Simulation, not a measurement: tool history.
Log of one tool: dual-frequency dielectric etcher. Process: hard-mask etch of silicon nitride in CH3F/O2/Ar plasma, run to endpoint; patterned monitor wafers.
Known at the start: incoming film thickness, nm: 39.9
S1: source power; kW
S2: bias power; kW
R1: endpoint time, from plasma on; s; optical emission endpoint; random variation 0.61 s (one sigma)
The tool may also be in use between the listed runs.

run  hour     S1     S2      R1
  1   0.0  0.330  0.064  65.003
  2   5.4  0.310  0.062  69.008
  3  12.7  0.300  0.062  69.579
  4  17.1  0.300  0.070  65.594
  5  25.7  0.300  0.080  63.075
  6  33.2  0.260  0.080  68.943

Forecast run 7:
  7  37.7  0.250  0.080   ?

Run 7 gave R1 69.604 s.
